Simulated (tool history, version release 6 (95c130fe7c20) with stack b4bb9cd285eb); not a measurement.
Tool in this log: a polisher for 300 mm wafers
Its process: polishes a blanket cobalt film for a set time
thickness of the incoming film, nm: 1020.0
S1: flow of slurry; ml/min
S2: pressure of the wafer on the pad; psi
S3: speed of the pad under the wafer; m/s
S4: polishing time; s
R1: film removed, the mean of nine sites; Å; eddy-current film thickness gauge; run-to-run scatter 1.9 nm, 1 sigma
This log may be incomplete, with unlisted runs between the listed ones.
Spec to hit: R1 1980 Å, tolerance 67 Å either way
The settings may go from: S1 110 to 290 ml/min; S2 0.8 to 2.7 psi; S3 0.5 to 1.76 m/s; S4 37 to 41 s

run    day   S1   S2    S3  S4      R1
  1      0  185  1.7  1.12  41  1501.6
  2  0.117  190  1.8  1.12  41  1602.6
  3  0.433  190  1.8  0.96  41  1382.6
  4  0.617  190    2  0.96  41  1550.6
  5  0.821  190    2  0.84  41  1334.2
  6  1.088  190    2     1  41  1603.4
  7  1.371  195  2.1     1  41  1671.4
  8  1.558  195  2.2     1  41  1784.6
  9  1.912  200  2.3     1  41  1850.3
     2.033  -- head pressure recalibrated
 10  2.033  200  2.5     1  41  2201.2
 11  2.167  200  2.4     1  41    2106

Which one of the following 5 next-run settings gets every result inside its allowed miss? There is exactly one.
  A  2.3  235  2.6  0.96  41   ?
  B  2.3  250  2.6  1.06  37   ?
  C  2.3  215  2.4  1.02  37   ?
  D  2.3  195  2.7  0.96  39   ?
  E  2.3  210  2.4  1.16  37   ?

move      R1
   A  2230.6
   B  2231.2
   C  1951.6
   D    2148
   E  2203.7
A: misses by more than the last run did
B: misses by more than the last run did
C: in spec on every target
D: misses by more than the last run did
E: misses by more than the last run did
C meets every target.

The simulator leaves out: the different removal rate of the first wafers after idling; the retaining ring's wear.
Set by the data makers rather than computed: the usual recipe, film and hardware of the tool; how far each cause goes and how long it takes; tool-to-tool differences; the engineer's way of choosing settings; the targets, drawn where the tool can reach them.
